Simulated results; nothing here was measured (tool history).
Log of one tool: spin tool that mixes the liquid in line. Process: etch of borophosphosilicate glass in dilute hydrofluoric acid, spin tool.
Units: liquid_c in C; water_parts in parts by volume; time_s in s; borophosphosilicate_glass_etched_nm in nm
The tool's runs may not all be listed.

run  hour  liquid_c  water_parts  time_s  borophosphosilicate_glass_etched_nm
  1   0.0        25          215      70                               10.475
  2   4.8        26          215      70                               10.889
  3  12.0        27          215      70                               11.204
  4  19.4        27          215      70                               11.184
  5  24.3        28          215      70                               11.503
  6  33.1        28          180      70                               14.419
  7  34.2        28          180      70                               14.566

Forecast run 8:
  8  41.1        27          180      70                                    ?

Run 8 gave borophosphosilicate_glass_etched_nm 14.028 nm.
